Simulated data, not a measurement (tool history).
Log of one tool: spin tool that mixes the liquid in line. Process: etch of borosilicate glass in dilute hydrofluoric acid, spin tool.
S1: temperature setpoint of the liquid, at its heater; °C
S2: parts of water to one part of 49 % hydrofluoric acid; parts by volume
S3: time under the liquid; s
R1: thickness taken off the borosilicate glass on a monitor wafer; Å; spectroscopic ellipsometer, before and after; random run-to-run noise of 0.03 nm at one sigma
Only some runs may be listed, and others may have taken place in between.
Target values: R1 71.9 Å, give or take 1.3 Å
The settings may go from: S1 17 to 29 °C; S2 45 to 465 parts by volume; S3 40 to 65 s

run 1 hour=0 | S1=21 S2=255 S3=65 | R1=59.039
run 2 hour=8.4 | S1=21 S2=255 S3=40 | R1=36.648
run 3 hour=10.4 | S1=22 S2=245 S3=40 | R1=39.828
run 4 hour=11.7 | S1=21.5 S2=230 S3=40 | R1=42.05
run 5 hour=16.3 | S1=19 S2=230 S3=40 | R1=38.57
run 6 hour=20.5 | S1=20 S2=225 S3=40 | R1=41.356
run 7 hour=22.4 | S1=21 S2=215 S3=40 | R1=45.056
run 8 hour=24.2 | S1=22 S2=210 S3=40 | R1=47.903
run 9 hour=26.5 | S1=23 S2=205 S3=40 | R1=51.52
run 10 hour=34.2 | S1=23.5 S2=205 S3=40 | R1=52.201
run 11 hour=42.7 | S1=24 S2=200 S3=40 | R1=54.915
run 12 hour=45 | S1=24.5 S2=200 S3=40 | R1=56.141
run 13 hour=50.1 | S1=25 S2=200 S3=40 | R1=56.826
run 14 hour=53.2 | S1=25.5 S2=200 S3=40 | R1=58.091
run 15 hour=60.5 | S1=26 S2=200 S3=40 | R1=58.731
run 16 hour=67.3 | S1=26.5 S2=195 S3=40 | R1=62.418
run 17 hour=72.3 | S1=27 S2=195 S3=40 | R1=63.755
run 18 hour=80.5 | S1=28 S2=190 S3=40 | R1=67.62

Which single option among these 4 for the next run brings every result within its allowed miss of target? Just one does.
run A hour=88.7 | S1=28 S2=255 S3=65 | R1=?
run B hour=88.7 | S1=26 S2=170 S3=40 | R1=?
run C hour=88.7 | S1=26 S2=165 S3=40 | R1=?
run D hour=88.7 | S1=25 S2=160 S3=40 | R1=?

move=A R1=75.888
move=B R1=71.861
move=C R1=74.473
move=D R1=74.419
A: takes the biggest miss from the last run beyond its target
B: in spec on every target
C: takes the biggest miss from the last run beyond its target
D: takes the biggest miss from the last run beyond its target
So the answer is move B, the one that meets all the targets.

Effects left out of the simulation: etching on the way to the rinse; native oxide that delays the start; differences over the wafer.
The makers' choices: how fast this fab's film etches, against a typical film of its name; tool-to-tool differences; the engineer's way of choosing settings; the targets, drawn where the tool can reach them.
